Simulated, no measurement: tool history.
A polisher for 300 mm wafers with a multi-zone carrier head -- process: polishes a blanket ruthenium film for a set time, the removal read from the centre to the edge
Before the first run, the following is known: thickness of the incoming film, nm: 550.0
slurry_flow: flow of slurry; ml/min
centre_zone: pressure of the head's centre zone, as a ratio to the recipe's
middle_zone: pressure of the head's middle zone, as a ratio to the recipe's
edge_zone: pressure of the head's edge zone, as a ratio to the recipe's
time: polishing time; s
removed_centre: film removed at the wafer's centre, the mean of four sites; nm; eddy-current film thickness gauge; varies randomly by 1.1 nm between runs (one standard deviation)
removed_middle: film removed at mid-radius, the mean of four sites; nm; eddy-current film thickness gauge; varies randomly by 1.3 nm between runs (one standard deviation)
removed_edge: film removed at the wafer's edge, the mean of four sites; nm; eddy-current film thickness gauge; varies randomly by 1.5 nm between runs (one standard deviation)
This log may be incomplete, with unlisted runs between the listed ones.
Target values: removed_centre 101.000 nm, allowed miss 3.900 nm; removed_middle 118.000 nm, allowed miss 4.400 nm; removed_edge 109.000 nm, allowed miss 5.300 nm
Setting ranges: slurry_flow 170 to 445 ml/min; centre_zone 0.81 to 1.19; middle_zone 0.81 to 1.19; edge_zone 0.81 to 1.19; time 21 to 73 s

run,hour,slurry_flow,centre_zone,middle_zone,edge_zone,time,removed_centre,removed_middle,removed_edge
1,0.0,285,1.00,1.00,1.00,47,71.882,70.926,68.455
2,7.8,285,0.99,1.03,1.03,52,78.929,79.482,78.391
3,9.9,285,0.99,1.03,1.07,52,79.808,80.555,78.126
4,12.5,235,0.99,1.03,1.07,52,77.019,78.186,76.989
5,15.3,250,0.98,1.06,1.08,55,80.762,86.741,83.838
6,20.7,185,0.98,1.06,1.08,55,77.615,83.883,80.331
7,27.5,210,0.98,1.09,1.11,57,82.285,88.674,84.625
8,35.1,230,0.97,1.11,1.11,60,87.550,97.269,90.979
9,43.6,245,0.96,1.12,1.12,62,89.482,101.910,95.736

Which single option among these 4 for the next run brings every result within its allowed miss of target? Just one does.
A,52.1,280,0.93,1.19,1.11,71,?,?,?
B,52.1,220,0.83,1.08,1.12,57,?,?,?
C,52.1,275,0.87,1.08,1.02,73,?,?,?
D,52.1,230,1.03,1.19,0.93,68,?,?,?

move,removed_centre,removed_middle,removed_edge
A,101.390,125.180,108.480
B,74.197,90.483,86.154
C,99.916,118.270,107.190
D,101.440,117.790,94.449
A: the result that was furthest off in the last run now lies on the other side of its target
B: misses by more than the last run did
C: hits every target within its allowed miss
D: the worst result of the last run now meets its target, but another is out of spec
Answer: C
